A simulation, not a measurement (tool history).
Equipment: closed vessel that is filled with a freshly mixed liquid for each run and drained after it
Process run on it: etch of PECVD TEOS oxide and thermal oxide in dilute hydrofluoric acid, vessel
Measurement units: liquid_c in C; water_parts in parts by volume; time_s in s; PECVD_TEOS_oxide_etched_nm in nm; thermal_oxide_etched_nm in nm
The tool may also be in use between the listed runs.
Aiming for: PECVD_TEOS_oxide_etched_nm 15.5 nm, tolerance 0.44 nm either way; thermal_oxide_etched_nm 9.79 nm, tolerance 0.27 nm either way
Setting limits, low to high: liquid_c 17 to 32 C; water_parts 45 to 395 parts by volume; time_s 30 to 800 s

run    day  liquid_c  water_parts  time_s  PECVD_TEOS_oxide_etched_nm  thermal_oxide_etched_nm
  1      0        24          220     410                      12.996                    8.155
  2  0.058      20.5          220     410                      11.251                   7.1337
  3  0.212        22          220     410                      11.892                   7.5245
  4  0.379        24          220     410                          13                    8.147
  5  0.629        24          220     305                      9.6449                   6.0533
  6  0.717      26.5          210     305                      11.182                   7.0071
  7  1.092        28          200     305                      12.479                   7.8281
  8  1.196        29          195     305                       13.45                   8.4167
  9  1.496        30          190     305                      14.409                   8.9865
 10  1.783      30.5          190     305                      14.429                   9.1625
 11  1.879        31          190     305                      14.627                   9.3578

Below are 4 possible settings for the next run. Only one of them brings all results inside the allowed miss of their targets. Which is it?
  A  1.975        32          215     320                           ?                        ?
  B  1.975      27.5          150     250                           ?                        ?
  C  1.975      28.5          260     515                           ?                        ?
  D  1.975        29          165     270                           ?                        ?

move  PECVD_TEOS_oxide_etched_nm  thermal_oxide_etched_nm
   A                      13.786                   8.6783
   B                      14.293                   8.9977
   C                      15.471                   9.7388
   D                      14.546                   9.1568
A: its largest miss is bigger than the last run's
B: its largest miss is bigger than the last run's
C: all results land within tolerance of their targets
D: its largest miss is bigger than the last run's
Go with C: it meets all targets.
